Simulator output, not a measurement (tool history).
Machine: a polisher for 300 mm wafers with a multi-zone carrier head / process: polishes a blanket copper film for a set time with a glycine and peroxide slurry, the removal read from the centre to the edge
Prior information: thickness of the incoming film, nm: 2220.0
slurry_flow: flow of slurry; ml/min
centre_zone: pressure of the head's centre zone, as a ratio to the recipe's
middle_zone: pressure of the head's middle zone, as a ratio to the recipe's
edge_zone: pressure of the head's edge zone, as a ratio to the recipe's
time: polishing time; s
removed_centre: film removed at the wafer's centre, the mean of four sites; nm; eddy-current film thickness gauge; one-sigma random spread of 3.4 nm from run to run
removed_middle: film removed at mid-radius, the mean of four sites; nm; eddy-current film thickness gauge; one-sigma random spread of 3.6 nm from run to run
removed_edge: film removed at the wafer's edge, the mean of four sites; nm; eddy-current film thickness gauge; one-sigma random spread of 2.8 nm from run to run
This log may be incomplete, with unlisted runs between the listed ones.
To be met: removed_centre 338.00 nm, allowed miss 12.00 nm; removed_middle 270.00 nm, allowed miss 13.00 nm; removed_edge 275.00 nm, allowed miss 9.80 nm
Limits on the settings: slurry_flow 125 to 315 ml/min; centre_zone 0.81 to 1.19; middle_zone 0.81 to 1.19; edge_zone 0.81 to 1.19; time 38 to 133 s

run    day  slurry_flow  centre_zone  middle_zone  edge_zone  time  removed_centre  removed_middle  removed_edge
  1  0.000          205         1.00         1.00       1.00    85          335.51          325.00        335.93
  2  0.088          205         1.00         1.00       0.93    85          340.42          327.75        323.94
  3  0.192          200         1.02         0.97       0.90    82          328.97          311.96        305.51
  4  0.483          200         1.02         1.01       0.90    82          337.18          320.59        304.33
  5  0.658          200         1.09         1.01       0.90    82          356.23          320.01        305.80
  6  0.796          195         1.11         0.97       0.88    80          355.19          302.28        299.20
  7  0.975          190         1.12         0.95       0.86    78          346.39          289.47        293.84
  8  1.283          190         1.12         0.95       0.86    78          343.26          289.22        287.71
  9  1.521          185         1.13         0.94       0.85    77          336.49          289.61        285.14
 10  1.708          205         1.19         0.88       0.86    71          341.02          257.39        263.51

Below are 4 possible settings for the next run. Only one of them brings all results inside the allowed miss of their targets. Which is it?
  A  1.896          270         1.19         1.03       0.81    65               ?               ?             ?
  B  1.896          145         1.19         0.89       0.90    70               ?               ?             ?
  C  1.896          170         1.17         0.89       0.86    76               ?               ?             ?
  D  1.896          285         1.19         0.96       0.81    69               ?               ?             ?

move  removed_centre  removed_middle  removed_edge
   A          323.33          266.76        242.72
   B          313.96          243.06        254.24
   C          346.23          271.67        277.12
   D          345.29          274.45        258.93
A: further off than the last run
B: further off than the last run
C: every result lands within tolerance
D: further off than the last run
Answer: C
